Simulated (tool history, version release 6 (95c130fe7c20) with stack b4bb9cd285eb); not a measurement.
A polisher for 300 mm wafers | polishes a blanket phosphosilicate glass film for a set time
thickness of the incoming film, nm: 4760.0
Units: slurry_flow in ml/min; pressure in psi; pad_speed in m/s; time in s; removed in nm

Run 1, hour 0: slurry_flow 255 ml/min, pressure 3.4 psi, pad_speed 1 m/s, slurry_solids 1, time 88 s. Result: removed 819.49 nm.
Run 2, hour 8.9: slurry_flow 255 ml/min, pressure 3.4 psi, pad_speed 1 m/s, slurry_solids 1.1, time 88 s. Result: removed 870.93 nm.
Run 3, hour 16.9: slurry_flow 255 ml/min, pressure 3.4 psi, pad_speed 1.18 m/s, slurry_solids 1.1, time 88 s. Result: removed 1017 nm.
Run 4, hour 19.8: slurry_flow 255 ml/min, pressure 3.4 psi, pad_speed 1.18 m/s, slurry_solids 1.1, time 88 s. Result: removed 1023.5 nm.
Run 5, hour 22.6: slurry_flow 255 ml/min, pressure 3 psi, pad_speed 1.18 m/s, slurry_solids 1.1, time 88 s. Result: removed 899.08 nm.
Run 6, hour 24.8: slurry_flow 255 ml/min, pressure 3 psi, pad_speed 1.18 m/s, slurry_solids 1.3, time 88 s. Result: removed 988.45 nm.
Run 7, hour 28.9: slurry_flow 255 ml/min, pressure 2.7 psi, pad_speed 1.08 m/s, slurry_solids 1.3, time 88 s. Result: removed 828.17 nm.
Run 8, hour 34.2: slurry_flow 255 ml/min, pressure 2.5 psi, pad_speed 1 m/s, slurry_solids 1.3, time 88 s. Result: removed 730.05 nm.

Run 9 comes next. What will it give?
Run 9, hour 38.4: slurry_flow 255 ml/min, pressure 2.3 psi, pad_speed 0.94 m/s, slurry_solids 1.3, time 88 s. Result: removed ?.

removed: 639.27 nm

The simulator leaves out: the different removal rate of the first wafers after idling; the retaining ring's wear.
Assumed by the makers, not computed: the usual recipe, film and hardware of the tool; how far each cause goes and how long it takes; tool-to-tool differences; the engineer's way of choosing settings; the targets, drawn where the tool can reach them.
